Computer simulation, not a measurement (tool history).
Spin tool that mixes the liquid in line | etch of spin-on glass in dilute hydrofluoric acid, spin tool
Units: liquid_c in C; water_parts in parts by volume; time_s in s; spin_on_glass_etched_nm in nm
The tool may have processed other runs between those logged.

run	day	liquid_c	water_parts	time_s	spin_on_glass_etched_nm
1	0	22	160	285	77.342
2	0.267	22	160	285	77.281
3	0.621	22	160	285	77.64
4	0.854	21	160	285	74.352
5	0.962	21	160	285	74.995
6	1.254	21	160	305	79.586
7	1.596	20	160	305	77.327

What will run 8 give?
8	1.738	19	160	305	?

{"run 8": {"spin_on_glass_etched_nm": 73.107}}
